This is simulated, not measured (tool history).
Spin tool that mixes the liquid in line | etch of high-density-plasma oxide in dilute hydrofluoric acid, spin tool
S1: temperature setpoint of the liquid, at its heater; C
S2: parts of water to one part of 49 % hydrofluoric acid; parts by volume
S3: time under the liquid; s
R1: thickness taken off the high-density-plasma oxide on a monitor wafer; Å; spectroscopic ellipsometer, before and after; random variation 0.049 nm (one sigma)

Run 1, hour 0.0: S1 24.0 C, S2 225 parts by volume, S3 310 s. Result: R1 91.000 Å.
Run 2, hour 7.0: S1 24.0 C, S2 145 parts by volume, S3 310 s. Result: R1 152.030 Å.
Run 3, hour 11.5: S1 21.0 C, S2 145 parts by volume, S3 310 s. Result: R1 136.940 Å.
Run 4, hour 15.6: S1 21.0 C, S2 145 parts by volume, S3 330 s. Result: R1 145.060 Å.
Run 5, hour 16.3: S1 19.0 C, S2 145 parts by volume, S3 330 s. Result: R1 134.170 Å.
Run 6, hour 24.7: S1 18.5 C, S2 180 parts by volume, S3 330 s. Result: R1 101.740 Å.

Run 7 comes next. What will it give?
Run 7, hour 25.7: S1 18.0 C, S2 200 parts by volume, S3 330 s. Result: R1 ?.

R1: 89.555 Å
